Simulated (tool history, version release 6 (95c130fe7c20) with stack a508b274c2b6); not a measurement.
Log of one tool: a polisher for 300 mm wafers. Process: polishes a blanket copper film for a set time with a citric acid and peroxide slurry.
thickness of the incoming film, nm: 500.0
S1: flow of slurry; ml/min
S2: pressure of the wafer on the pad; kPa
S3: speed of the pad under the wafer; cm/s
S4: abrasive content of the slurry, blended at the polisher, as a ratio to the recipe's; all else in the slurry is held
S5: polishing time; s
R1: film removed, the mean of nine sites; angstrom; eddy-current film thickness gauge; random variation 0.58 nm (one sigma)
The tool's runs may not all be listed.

run,day,S1,S2,S3,S4,S5,R1
1,0.000,265,27.6,120,1.00,23,676.96
2,0.371,265,27.6,130,1.00,23,717.74
3,0.425,265,27.6,130,1.15,23,748.78
4,0.646,265,27.6,130,1.35,23,792.31
5,1.017,265,27.6,130,1.20,23,760.92
6,1.325,305,27.6,130,1.20,23,772.47
7,1.612,305,27.6,130,1.20,23,771.08
# day 1.867: slurry blender recalibrated
8,1.867,305,25.5,130,1.20,23,807.46
9,1.958,285,26.2,124,1.20,23,774.00
10,2.317,275,26.2,110,1.15,23,695.02
11,2.596,265,24.1,108,1.15,23,629.68

The next listed run, before its measurement:
12,2.679,255,23.4,108,1.15,23,?

R1: 613.57 angstrom

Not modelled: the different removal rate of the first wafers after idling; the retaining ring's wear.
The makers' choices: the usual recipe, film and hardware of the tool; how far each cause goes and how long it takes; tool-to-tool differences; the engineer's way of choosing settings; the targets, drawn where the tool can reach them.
